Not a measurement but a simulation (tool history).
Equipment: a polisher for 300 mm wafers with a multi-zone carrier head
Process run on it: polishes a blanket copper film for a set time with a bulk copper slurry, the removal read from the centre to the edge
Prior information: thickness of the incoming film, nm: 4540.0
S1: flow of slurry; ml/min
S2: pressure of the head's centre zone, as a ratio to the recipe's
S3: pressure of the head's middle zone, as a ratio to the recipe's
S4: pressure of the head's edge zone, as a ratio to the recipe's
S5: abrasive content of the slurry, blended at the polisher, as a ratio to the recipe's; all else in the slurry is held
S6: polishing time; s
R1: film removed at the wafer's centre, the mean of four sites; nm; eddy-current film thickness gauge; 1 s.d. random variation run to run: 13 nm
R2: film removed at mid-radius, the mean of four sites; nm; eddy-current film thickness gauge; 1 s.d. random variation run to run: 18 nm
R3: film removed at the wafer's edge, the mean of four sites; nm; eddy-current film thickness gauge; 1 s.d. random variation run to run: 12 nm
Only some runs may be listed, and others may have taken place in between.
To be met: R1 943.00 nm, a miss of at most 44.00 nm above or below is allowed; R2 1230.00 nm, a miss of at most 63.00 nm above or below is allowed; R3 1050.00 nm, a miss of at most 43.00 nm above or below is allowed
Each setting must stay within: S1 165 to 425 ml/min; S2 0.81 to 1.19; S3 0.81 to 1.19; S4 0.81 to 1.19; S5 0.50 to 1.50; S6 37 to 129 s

| run | hour | S1 | S2 | S3 | S4 | S5 | S6 | R1 | R2 | R3 |
|---|---|---|---|---|---|---|---|---|---|---|
| 1 | 0.0 | 275 | 1.00 | 1.00 | 1.00 | 1.00 | 83 | 818.15 | 819.65 | 817.55 |
| 2 | 1.8 | 275 | 0.98 | 1.03 | 1.01 | 1.10 | 85 | 819.15 | 877.86 | 873.46 |
| 3 | 10.6 | 275 | 0.98 | 1.11 | 1.01 | 1.10 | 85 | 842.25 | 886.17 | 879.44 |
| 4 | 11.2 | 285 | 0.96 | 1.12 | 0.97 | 1.15 | 88 | 860.08 | 964.73 | 883.25 |
| 5 | 17.2 | 285 | 0.96 | 1.12 | 1.05 | 1.15 | 88 | 859.57 | 971.36 | 919.42 |
| 6 | 18.1 | 285 | 0.96 | 1.12 | 1.09 | 1.15 | 88 | 867.26 | 961.43 | 935.79 |
| 7 | 24.2 | 295 | 0.95 | 1.13 | 1.08 | 1.20 | 89 | 878.77 | 965.92 | 951.32 |
| 8 | 30.2 | 220 | 0.85 | 1.19 | 0.98 | 0.95 | 112 | 912.41 | 1198.90 | 1049.10 |

Exercise: of the 4 proposed moves below, exactly one satisfies all targets within the stated allowed misses. Which move is it?
| A | 36.2 | 210 | 0.87 | 1.19 | 0.90 | 0.70 | 123 | ? | ? | ? |
| B | 36.2 | 270 | 0.83 | 1.14 | 1.04 | 0.85 | 111 | ? | ? | ? |
| C | 36.2 | 315 | 0.88 | 1.17 | 0.97 | 0.65 | 111 | ? | ? | ? |
| D | 36.2 | 220 | 0.87 | 1.18 | 0.96 | 0.90 | 107 | ? | ? | ? |

| move | R1 | R2 | R3 |
|---|---|---|---|
| A | 964.80 | 1220.20 | 1058.70 |
| B | 896.91 | 1156.50 | 1092.40 |
| C | 919.42 | 1132.00 | 1014.40 |
| D | 889.62 | 1118.70 | 1003.40 |
A: all results in spec
B: misses by more than the last run did
C: brings the last run's worst result on target, with another outside its allowed miss
D: misses by more than the last run did
A meets every target.

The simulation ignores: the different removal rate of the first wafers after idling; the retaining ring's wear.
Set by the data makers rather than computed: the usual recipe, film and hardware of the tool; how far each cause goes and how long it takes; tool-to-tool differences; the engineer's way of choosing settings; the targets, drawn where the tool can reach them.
